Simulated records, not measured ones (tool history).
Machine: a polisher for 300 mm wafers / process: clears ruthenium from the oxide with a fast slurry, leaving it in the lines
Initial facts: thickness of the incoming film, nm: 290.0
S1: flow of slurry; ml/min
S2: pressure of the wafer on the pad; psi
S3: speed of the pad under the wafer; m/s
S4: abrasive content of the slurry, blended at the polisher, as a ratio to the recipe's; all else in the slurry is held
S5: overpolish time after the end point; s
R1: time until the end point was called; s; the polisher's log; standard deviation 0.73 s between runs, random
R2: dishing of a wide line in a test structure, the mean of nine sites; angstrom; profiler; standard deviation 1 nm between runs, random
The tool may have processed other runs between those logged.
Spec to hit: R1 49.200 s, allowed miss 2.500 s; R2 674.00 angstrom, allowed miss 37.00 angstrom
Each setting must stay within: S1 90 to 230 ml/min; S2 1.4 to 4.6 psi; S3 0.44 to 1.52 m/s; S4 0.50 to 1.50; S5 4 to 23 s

| run | hour | S1 | S2 | S3 | S4 | S5 | R1 | R2 |
|---|---|---|---|---|---|---|---|---|
| 1 | 0.0 | 150 | 3.0 | 0.98 | 1.00 | 12 | 61.633 | 421.41 |
| 2 | 0.9 | 150 | 3.2 | 0.98 | 1.00 | 13 | 56.261 | 478.82 |
| 3 | 6.8 | 150 | 3.3 | 0.98 | 1.00 | 14 | 56.025 | 514.93 |
| 4 | 7.8 | 150 | 3.4 | 0.98 | 1.00 | 15 | 55.114 | 553.36 |
| 5 | 10.8 | 150 | 3.4 | 0.98 | 1.00 | 19 | 52.527 | 652.81 |
| 6 | 17.3 | 150 | 3.4 | 0.98 | 1.00 | 23 | 55.642 | 718.17 |
| 7 | 19.7 | 155 | 3.5 | 0.98 | 1.00 | 22 | 52.780 | 744.42 |
| 8 | 28.0 | 155 | 3.5 | 0.98 | 1.00 | 22 | 53.055 | 743.35 |
| 9 | 34.9 | 155 | 3.5 | 0.98 | 1.00 | 22 | 52.836 | 729.66 |
| 10 | 43.6 | 165 | 3.7 | 0.98 | 1.00 | 20 | 48.649 | 717.58 |
| 11 | 45.5 | 165 | 3.7 | 0.98 | 1.00 | 20 | 50.711 | 716.01 |

Next run, 5 choices. One meets every target within its allowed miss, the rest don't. Which?
| A | 47.4 | 150 | 4.3 | 0.92 | 0.85 | 23 | ? | ? |
| B | 47.4 | 200 | 3.8 | 1.02 | 1.05 | 17 | ? | ? |
| C | 47.4 | 160 | 3.8 | 1.12 | 1.00 | 16 | ? | ? |
| D | 47.4 | 185 | 4.0 | 0.80 | 1.00 | 20 | ? | ? |
| E | 47.4 | 150 | 3.7 | 1.02 | 0.90 | 18 | ? | ? |

| move | R1 | R2 |
|---|---|---|
| A | 48.631 | 792.03 |
| B | 44.864 | 702.09 |
| C | 43.111 | 693.60 |
| D | 54.083 | 692.12 |
| E | 50.366 | 678.16 |
A: lands further from the targets than the last run did
B: the worst result of the last run now meets its target, but another is out of spec
C: the worst result of the last run now meets its target, but another is out of spec
D: the worst result of the last run now meets its target, but another is out of spec
E: in spec on every target
E is the move that brings every result within its allowed miss.
